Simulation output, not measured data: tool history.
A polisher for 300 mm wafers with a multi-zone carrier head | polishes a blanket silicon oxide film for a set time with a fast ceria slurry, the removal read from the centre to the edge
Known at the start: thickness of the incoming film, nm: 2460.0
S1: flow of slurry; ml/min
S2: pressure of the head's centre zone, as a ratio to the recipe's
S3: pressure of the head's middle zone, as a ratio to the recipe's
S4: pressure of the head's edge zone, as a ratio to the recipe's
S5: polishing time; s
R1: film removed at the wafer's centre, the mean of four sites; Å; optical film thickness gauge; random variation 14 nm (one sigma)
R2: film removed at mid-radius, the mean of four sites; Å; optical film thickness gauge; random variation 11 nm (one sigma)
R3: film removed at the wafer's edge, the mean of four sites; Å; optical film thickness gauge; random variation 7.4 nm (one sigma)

run,day,S1,S2,S3,S4,S5,R1,R2,R3
1,0.000,140,1.00,1.00,1.00,51,7786.1,7646.7,8014.8
2,0.242,140,1.00,1.00,1.00,42,6341.9,6407.7,6712.6
3,0.438,140,1.00,1.00,1.00,52,7786.9,7920.2,8261.8
4,0.792,155,1.05,1.00,1.05,54,8810.1,8251.7,8717.7
5,1.033,165,1.07,1.00,1.08,56,9235.9,8830.6,9365.7
# day 1.154: edge zone pressure recalibrated
6,1.154,175,1.11,0.99,1.10,57,10076.0,8979.9,9408.9
7,1.238,180,1.12,0.98,1.13,58,10131.0,8959.2,9714.4
8,1.517,180,1.12,0.98,1.13,58,10209.0,8952.3,9716.0

The next listed run, before its measurement:
9,1.704,185,1.13,0.98,1.15,59,?,?,?

{"run 9": {"R1": 10345.0, "R2": 9034.6, "R3": 10060.0}}
